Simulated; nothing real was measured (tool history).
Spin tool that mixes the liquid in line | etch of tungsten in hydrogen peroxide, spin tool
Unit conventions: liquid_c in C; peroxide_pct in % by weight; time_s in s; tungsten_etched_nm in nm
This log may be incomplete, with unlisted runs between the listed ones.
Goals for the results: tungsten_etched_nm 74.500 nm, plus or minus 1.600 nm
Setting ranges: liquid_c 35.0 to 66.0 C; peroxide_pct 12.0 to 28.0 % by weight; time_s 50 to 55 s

run,day,liquid_c,peroxide_pct,time_s,tungsten_etched_nm
1,0.000,51.0,19.0,50,97.822
2,0.042,57.5,19.0,50,143.720
3,0.271,55.5,19.0,50,128.460
4,0.633,52.0,19.0,50,104.630
5,0.662,52.0,23.0,50,112.890
6,1.029,57.0,23.0,50,154.880
7,1.217,54.5,23.0,50,132.100
8,1.421,46.5,23.0,50,82.834
9,1.638,46.0,23.0,50,79.359
10,1.958,45.5,23.0,50,76.355

Next run, 5 choices. One meets every target within its allowed miss, the rest don't. Which?
A,2.279,44.0,24.0,50,?
B,2.279,44.5,22.5,50,?
C,2.279,45.5,24.5,50,?
D,2.279,44.0,22.0,55,?
E,2.279,45.5,24.0,50,?

move,tungsten_etched_nm
A,71.701
B,71.659
C,79.643
D,75.514
E,78.826
A: moves the result that the last run missed by most past its target, out the other side
B: moves the result that the last run missed by most past its target, out the other side
C: the biggest miss grows against the last run
D: every result lands within tolerance
E: the biggest miss grows against the last run
The move that meets every target is D.
